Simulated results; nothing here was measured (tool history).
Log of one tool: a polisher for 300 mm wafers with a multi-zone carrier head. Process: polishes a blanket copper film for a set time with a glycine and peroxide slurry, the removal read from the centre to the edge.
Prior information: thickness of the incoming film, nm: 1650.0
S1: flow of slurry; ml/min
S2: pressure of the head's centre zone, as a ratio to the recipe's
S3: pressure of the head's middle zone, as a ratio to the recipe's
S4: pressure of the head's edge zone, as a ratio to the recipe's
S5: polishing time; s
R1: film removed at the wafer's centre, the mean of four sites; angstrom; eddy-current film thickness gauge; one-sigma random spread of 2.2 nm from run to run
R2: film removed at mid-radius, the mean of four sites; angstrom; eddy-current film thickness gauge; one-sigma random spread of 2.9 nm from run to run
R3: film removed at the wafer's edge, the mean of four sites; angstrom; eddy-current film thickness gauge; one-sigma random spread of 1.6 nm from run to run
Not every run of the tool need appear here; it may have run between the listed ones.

run 1 day=0.000 | S1=305 S2=1.00 S3=1.00 S4=1.00 S5=44 | R1=1891.4 R2=1899.2 R3=1933.2
run 2 day=0.054 | S1=305 S2=1.05 S3=1.00 S4=1.00 S5=44 | R1=1981.9 R2=1938.6 R3=1940.6
run 3 day=0.179 | S1=305 S2=1.03 S3=1.02 S4=0.99 S5=44 | R1=1925.1 R2=1931.7 R3=1939.3
run 4 day=0.321 | S1=315 S2=1.02 S3=1.04 S4=0.97 S5=44 | R1=1956.6 R2=1991.7 R3=1910.9
run 5 day=0.583 | S1=315 S2=1.02 S3=1.04 S4=0.92 S5=44 | R1=1958.3 R2=2067.8 R3=1890.6
run 6 day=0.717 | S1=315 S2=1.02 S3=1.04 S4=0.97 S5=44 | R1=1921.9 R2=1993.1 R3=1905.4
run 7 day=0.925 | S1=315 S2=1.00 S3=1.06 S4=0.96 S5=44 | R1=1890.1 R2=2022.1 R3=1908.2
run 8 day=1.021 | S1=315 S2=0.99 S3=1.07 S4=0.95 S5=44 | R1=1880.9 R2=2073.5 R3=1912.3

Forecast run 9:
run 9 day=1.171 | S1=315 S2=0.98 S3=1.08 S4=0.94 S5=44 | R1=? R2=? R3=?

R1: 1870.3 angstrom
R2: 2105.9 angstrom
R3: 1888.8 angstrom
